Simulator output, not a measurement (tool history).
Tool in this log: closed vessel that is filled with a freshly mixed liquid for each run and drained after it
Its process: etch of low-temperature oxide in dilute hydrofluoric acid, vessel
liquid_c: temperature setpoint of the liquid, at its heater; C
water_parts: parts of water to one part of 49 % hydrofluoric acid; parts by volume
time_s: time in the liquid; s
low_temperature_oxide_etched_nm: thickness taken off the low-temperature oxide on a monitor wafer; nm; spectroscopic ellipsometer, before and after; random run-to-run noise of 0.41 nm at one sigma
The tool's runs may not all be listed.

| run | day | liquid_c | water_parts | time_s | low_temperature_oxide_etched_nm |
|---|---|---|---|---|---|
| 1 | 0 | 24 | 130 | 360 | 32.557 |
| 2 | 0.1 | 24 | 175 | 360 | 22.934 |
| 3 | 0.454 | 25 | 165 | 360 | 25.991 |
| 4 | 0.738 | 25 | 120 | 360 | 37.138 |
| 5 | 0.783 | 26 | 120 | 360 | 38.653 |
| 6 | 1.021 | 26 | 120 | 360 | 38.477 |

Run 7 comes next. What will it give?
| 7 | 1.392 | 26.5 | 120 | 360 | ? |

{"run 7": {"low_temperature_oxide_etched_nm": 39.143}}
